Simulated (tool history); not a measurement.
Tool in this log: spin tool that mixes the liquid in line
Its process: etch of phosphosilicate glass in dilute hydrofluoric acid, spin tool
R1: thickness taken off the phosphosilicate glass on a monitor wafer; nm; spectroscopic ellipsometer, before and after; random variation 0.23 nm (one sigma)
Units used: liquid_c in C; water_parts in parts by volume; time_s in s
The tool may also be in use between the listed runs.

run 1 day=0 | liquid_c=24 water_parts=235 time_s=180 | R1=40.472
run 2 day=0.088 | liquid_c=24 water_parts=235 time_s=180 | R1=40.366
run 3 day=0.242 | liquid_c=22.5 water_parts=240 time_s=180 | R1=37.428
run 4 day=0.404 | liquid_c=22.5 water_parts=170 time_s=180 | R1=57.107
run 5 day=0.5 | liquid_c=21.5 water_parts=195 time_s=180 | R1=45.918
run 6 day=0.779 | liquid_c=20.5 water_parts=210 time_s=180 | R1=41.257
run 7 day=1.092 | liquid_c=19.5 water_parts=220 time_s=180 | R1=36.948
run 8 day=1.217 | liquid_c=19 water_parts=230 time_s=180 | R1=34.241

Run 9 comes next. What will it give?
run 9 day=1.55 | liquid_c=19 water_parts=230 time_s=180 | R1=?

R1: 34.493 nm
